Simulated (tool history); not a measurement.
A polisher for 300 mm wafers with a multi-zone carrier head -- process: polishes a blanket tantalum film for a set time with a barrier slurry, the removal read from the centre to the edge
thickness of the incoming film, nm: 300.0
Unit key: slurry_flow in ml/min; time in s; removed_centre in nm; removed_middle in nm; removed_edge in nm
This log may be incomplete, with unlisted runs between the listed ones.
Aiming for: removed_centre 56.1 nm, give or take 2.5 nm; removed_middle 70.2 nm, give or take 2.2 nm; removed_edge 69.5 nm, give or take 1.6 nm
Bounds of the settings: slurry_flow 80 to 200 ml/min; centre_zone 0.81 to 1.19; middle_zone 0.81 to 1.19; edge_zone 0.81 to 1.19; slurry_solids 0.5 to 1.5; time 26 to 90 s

Run 1, hour 0: slurry_flow 130 ml/min, centre_zone 1, middle_zone 1, edge_zone 1, slurry_solids 1, time 58 s. Result: removed_centre 86.725 nm, removed_middle 89.299 nm, removed_edge 88.983 nm.
Run 2, hour 6: slurry_flow 125 ml/min, centre_zone 0.98, middle_zone 1, edge_zone 0.99, slurry_solids 0.95, time 58 s. Result: removed_centre 84.199 nm, removed_middle 89.427 nm, removed_edge 86.653 nm.
Run 3, hour 14.5: slurry_flow 125 ml/min, centre_zone 0.98, middle_zone 1, edge_zone 0.91, slurry_solids 0.95, time 58 s. Result: removed_centre 82.367 nm, removed_middle 86.399 nm, removed_edge 82.194 nm.
Run 4, hour 15.2: slurry_flow 120 ml/min, centre_zone 0.96, middle_zone 0.99, edge_zone 0.92, slurry_solids 0.9, time 58 s. Result: removed_centre 79.179 nm, removed_middle 85.932 nm, removed_edge 80.942 nm.
Run 5, hour 23.2: slurry_flow 95 ml/min, centre_zone 0.96, middle_zone 0.99, edge_zone 0.92, slurry_solids 0.9, time 58 s. Result: removed_centre 75.446 nm, removed_middle 80.322 nm, removed_edge 78.486 nm.
Run 6, hour 26.7: slurry_flow 95 ml/min, centre_zone 0.94, middle_zone 0.98, edge_zone 0.93, slurry_solids 0.85, time 58 s. Result: removed_centre 72.962 nm, removed_middle 78.605 nm, removed_edge 77.672 nm.
Run 7, hour 27.8: slurry_flow 95 ml/min, centre_zone 0.93, middle_zone 0.98, edge_zone 0.93, slurry_solids 0.8, time 58 s. Result: removed_centre 70.758 nm, removed_middle 76.853 nm, removed_edge 76.006 nm.
Run 8, hour 29.7: slurry_flow 95 ml/min, centre_zone 0.92, middle_zone 0.98, edge_zone 0.93, slurry_solids 0.8, time 58 s. Result: removed_centre 68.308 nm, removed_middle 77.153 nm, removed_edge 76.792 nm.
Run 9, hour 35.7: slurry_flow 95 ml/min, centre_zone 0.91, middle_zone 0.98, edge_zone 0.92, slurry_solids 0.8, time 58 s. Result: removed_centre 70.427 nm, removed_middle 78.122 nm, removed_edge 75.728 nm.
Run 10, hour 41.6: slurry_flow 95 ml/min, centre_zone 0.9, middle_zone 0.98, edge_zone 0.93, slurry_solids 0.75, time 58 s. Result: removed_centre 66.513 nm, removed_middle 76.187 nm, removed_edge 73.896 nm.
Run 11, hour 49.4: slurry_flow 95 ml/min, centre_zone 0.89, middle_zone 0.98, edge_zone 0.93, slurry_solids 0.75, time 58 s. Result: removed_centre 65.553 nm, removed_middle 75.986 nm, removed_edge 75.324 nm.
Run 12, hour 50.2: slurry_flow 95 ml/min, centre_zone 0.88, middle_zone 0.98, edge_zone 0.92, slurry_solids 0.75, time 58 s. Result: removed_centre 64.867 nm, removed_middle 75.914 nm, removed_edge 74.029 nm.
Run 13, hour 51.3: slurry_flow 80 ml/min, centre_zone 0.81, middle_zone 0.96, edge_zone 0.93, slurry_solids 0.6, time 58 s. Result: removed_centre 52.284 nm, removed_middle 66.835 nm, removed_edge 66.771 nm.

Which of these 4 next moves meets every target?
Run A, hour 52.4: slurry_flow 80 ml/min, centre_zone 0.84, middle_zone 0.94, edge_zone 0.87, slurry_solids 0.5, time 64 s. Result: removed_centre ?, removed_middle ?, removed_edge ?.
Run B, hour 52.4: slurry_flow 110 ml/min, centre_zone 0.81, middle_zone 0.97, edge_zone 0.95, slurry_solids 0.55, time 59 s. Result: removed_centre ?, removed_middle ?, removed_edge ?.
Run C, hour 52.4: slurry_flow 80 ml/min, centre_zone 0.88, middle_zone 0.94, edge_zone 0.93, slurry_solids 0.7, time 59 s. Result: removed_centre ?, removed_middle ?, removed_edge ?.
Run D, hour 52.4: slurry_flow 100 ml/min, centre_zone 0.95, middle_zone 1.01, edge_zone 0.88, slurry_solids 0.75, time 52 s. Result: removed_centre ?, removed_middle ?, removed_edge ?.

move  removed_centre  removed_middle  removed_edge
   A          55.931          66.829        66.715
   B          55.959          70.427          69.7
   C          61.356          69.928        71.998
   D          63.372          70.404        65.409
A: roughly where the last run was
B: in spec on every target
C: moves the result that the last run missed by most past its target, out the other side
D: further off than the last run
The move that meets every target is B.

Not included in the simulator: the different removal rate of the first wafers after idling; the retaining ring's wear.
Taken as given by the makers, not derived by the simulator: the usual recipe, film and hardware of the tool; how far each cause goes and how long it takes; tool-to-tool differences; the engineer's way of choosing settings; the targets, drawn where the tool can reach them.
